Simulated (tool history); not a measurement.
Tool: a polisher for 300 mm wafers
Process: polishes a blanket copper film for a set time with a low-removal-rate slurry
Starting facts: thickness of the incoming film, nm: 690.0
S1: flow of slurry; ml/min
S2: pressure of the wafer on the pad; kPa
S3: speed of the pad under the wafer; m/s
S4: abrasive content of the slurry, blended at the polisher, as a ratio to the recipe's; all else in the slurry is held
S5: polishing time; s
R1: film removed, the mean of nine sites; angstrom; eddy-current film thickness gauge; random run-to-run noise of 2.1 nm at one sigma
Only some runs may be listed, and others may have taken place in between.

| run | hour | S1 | S2 | S3 | S4 | S5 | R1 |
|---|---|---|---|---|---|---|---|
| 1 | 0 | 305 | 13.1 | 1.32 | 1 | 64 | 1740.7 |
| 2 | 3.1 | 305 | 11 | 1.32 | 1 | 64 | 1485.2 |
| 3 | 5.7 | 305 | 11 | 1.32 | 1 | 58 | 1310.5 |
| 4 | 13 | 305 | 13.1 | 1.32 | 1 | 58 | 1538.7 |
| 5 | 18.8 | 305 | 14.5 | 1.32 | 1 | 58 | 1689.3 |
| 6 | 20.9 | 305 | 15.9 | 1.32 | 1 | 58 | 1869.2 |

Run 7 comes next. What will it give?
| 7 | 21.5 | 305 | 16.5 | 1.32 | 1 | 58 | ? |

{"run 7": {"R1": 1939.3}}
